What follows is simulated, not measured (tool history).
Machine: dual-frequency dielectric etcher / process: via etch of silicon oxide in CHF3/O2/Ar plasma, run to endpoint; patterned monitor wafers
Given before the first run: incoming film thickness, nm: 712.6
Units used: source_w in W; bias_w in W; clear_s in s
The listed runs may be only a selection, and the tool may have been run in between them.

| run | hour | source_w | bias_w | clear_s |
|---|---|---|---|---|
| 1 | 0 | 470 | 186 | 393.62 |
| 2 | 7.3 | 410 | 186 | 409.29 |
| 3 | 14.1 | 430 | 190 | 401.03 |
| 4 | 15.1 | 360 | 190 | 430.4 |
| 5 | 19.6 | 380 | 192 | 420.95 |
| 6 | 25.3 | 380 | 163 | 443.13 |
| 7 | 34.1 | 410 | 166 | 427.74 |
| 8 | 35.8 | 430 | 169 | 414.38 |

Run 9 has not been measured yet. What should we expect?
| 9 | 39.8 | 450 | 171 | ? |

{"run 9": {"clear_s": 412.73}}

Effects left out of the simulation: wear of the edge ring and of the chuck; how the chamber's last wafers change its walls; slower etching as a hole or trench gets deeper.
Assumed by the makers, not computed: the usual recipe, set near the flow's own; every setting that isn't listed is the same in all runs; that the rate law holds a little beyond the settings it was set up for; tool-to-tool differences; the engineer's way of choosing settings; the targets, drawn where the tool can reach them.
